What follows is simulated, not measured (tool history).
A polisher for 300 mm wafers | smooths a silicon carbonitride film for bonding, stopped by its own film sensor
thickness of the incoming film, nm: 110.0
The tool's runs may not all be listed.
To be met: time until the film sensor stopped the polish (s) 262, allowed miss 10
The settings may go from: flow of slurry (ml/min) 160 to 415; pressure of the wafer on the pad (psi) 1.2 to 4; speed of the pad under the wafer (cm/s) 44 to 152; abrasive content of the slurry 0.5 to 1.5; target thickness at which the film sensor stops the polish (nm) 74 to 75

run    day  flow of slurry (ml/min)  pressure of the wafer on the pad (psi)  speed of the pad under the wafer (cm/s)  abrasive content of the slurry  target thickness at which the film sensor stops the polish (nm)  time until the film sensor stopped the polish (s)
  1      0                      265                                     2.6                                       98                               1                                                               75                                             109.37
  2  0.292                      215                                     2.6                                       98                               1                                                               75                                             113.73
  3  0.471                      210                                     2.3                                       92                               1                                                               75                                             136.05
  4  0.742                      205                                     2.1                                       88                               1                                                               75                                             152.76
  5  0.808                      205                                     2.1                                       88                               1                                                               74                                             157.01
  6  1.121                      205                                     2.1                                       88                             1.2                                                               74                                             143.75
  7  1.275                      205                                     1.9                                       82                             1.2                                                               74                                             168.01
  8  1.554                      205                                     1.8                                       78                             1.2                                                               74                                             182.49
  9  1.892                      205                                     1.7                                       76                             1.2                                                               74                                             196.53
 10  2.038                      205                                     1.2                                       66                             1.2                                                               74                                             302.54
 11   2.25                      205                                     1.5                                       66                             1.2                                                               74                                             251.43

Which of these 4 next moves meets every target?
  A  2.462                      165                                     1.4                                       62                            1.25                                                               74                                                  ?
  B  2.462                      270                                     1.9                                       58                            0.75                                                               74                                                  ?
  C  2.462                      235                                     1.4                                       54                            1.15                                                               75                                                  ?
  D  2.462                      240                                     1.3                                       58                            1.35                                                               75                                                  ?

move  time until the film sensor stopped the polish (s)
   A                                             282.62
   B                                             259.06
   C                                             296.37
   D                                             282.96
A: takes the result that was furthest off past its target
B: meets every target
C: takes the result that was furthest off past its target
D: takes the result that was furthest off past its target
Move B is the one to make.
